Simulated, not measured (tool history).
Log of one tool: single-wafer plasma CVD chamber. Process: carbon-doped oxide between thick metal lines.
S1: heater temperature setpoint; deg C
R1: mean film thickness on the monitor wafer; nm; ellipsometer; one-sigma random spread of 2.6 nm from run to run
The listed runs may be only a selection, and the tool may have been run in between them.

run 1 hour=0 | S1=360 chamber_pressure_(mTorr)=6590 RF_power_(kW)=0.39 deposition_time_(s)=149 | R1=655.26
run 2 hour=6.9 | S1=360 chamber_pressure_(mTorr)=6590 RF_power_(kW)=0.445 deposition_time_(s)=149 | R1=724.82
run 3 hour=8.2 | S1=364 chamber_pressure_(mTorr)=6240 RF_power_(kW)=0.385 deposition_time_(s)=147 | R1=626.68
run 4 hour=10.2 | S1=367 chamber_pressure_(mTorr)=5780 RF_power_(kW)=0.35 deposition_time_(s)=146 | R1=559.02
run 5 hour=17.7 | S1=370 chamber_pressure_(mTorr)=5230 RF_power_(kW)=0.34 deposition_time_(s)=146 | R1=530.76
run 6 hour=22.2 | S1=361 chamber_pressure_(mTorr)=5230 RF_power_(kW)=0.34 deposition_time_(s)=146 | R1=538.66
run 7 hour=26.5 | S1=362 chamber_pressure_(mTorr)=4810 RF_power_(kW)=0.33 deposition_time_(s)=146 | R1=513.53
run 8 hour=28 | S1=362 chamber_pressure_(mTorr)=4530 RF_power_(kW)=0.325 deposition_time_(s)=146 | R1=502.31

Estimate the outcome of run 9 from the log above:
run 9 hour=35.8 | S1=362 chamber_pressure_(mTorr)=4340 RF_power_(kW)=0.32 deposition_time_(s)=146 | R1=?

R1: 488.3 nm
